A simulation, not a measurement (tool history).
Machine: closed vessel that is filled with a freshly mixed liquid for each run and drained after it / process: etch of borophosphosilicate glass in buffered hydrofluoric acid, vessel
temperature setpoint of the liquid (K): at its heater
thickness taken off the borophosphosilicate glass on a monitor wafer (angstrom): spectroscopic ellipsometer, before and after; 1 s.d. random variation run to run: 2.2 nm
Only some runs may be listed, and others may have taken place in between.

run  hour  temperature setpoint of the liquid (K)  parts of 40 % ammonium fluoride to one part of 49 % hydrofluoric acid (parts by volume)  time in the liquid (s)  thickness taken off the borophosphosilicate glass on a monitor wafer (angstrom)
  1     0                                  296.15                                                                                     13.5                     100                                                                             2252
  2   1.8                                  296.15                                                                                     13.5                     100                                                                             2245
  3   8.4                                  296.15                                                                                       16                     100                                                                           1897.5
  4  11.9                                  296.15                                                                                     12.5                     100                                                                           2430.2
  5    14                                  298.15                                                                                       11                     100                                                                           3052.8
  6  21.3                                  295.15                                                                                       11                     100                                                                           2615.9
  7  25.5                                  297.15                                                                                       10                     100                                                                           3168.4
  8    32                                  298.65                                                                                      9.5                     100                                                                           3550.1
  9  34.9                                  302.65                                                                                        6                     100                                                                           6862.3
 10  40.2                                  302.15                                                                                        6                     100                                                                           6712.5
 11  45.8                                  301.65                                                                                        6                     100                                                                           6498.6

Run 12, settings as shown, results not yet in. Your forecast:
 12  51.5                                  301.15                                                                                        6                     100                                                                                ?

thickness taken off the borophosphosilicate glass on a monitor wafer (angstrom): 6339.4

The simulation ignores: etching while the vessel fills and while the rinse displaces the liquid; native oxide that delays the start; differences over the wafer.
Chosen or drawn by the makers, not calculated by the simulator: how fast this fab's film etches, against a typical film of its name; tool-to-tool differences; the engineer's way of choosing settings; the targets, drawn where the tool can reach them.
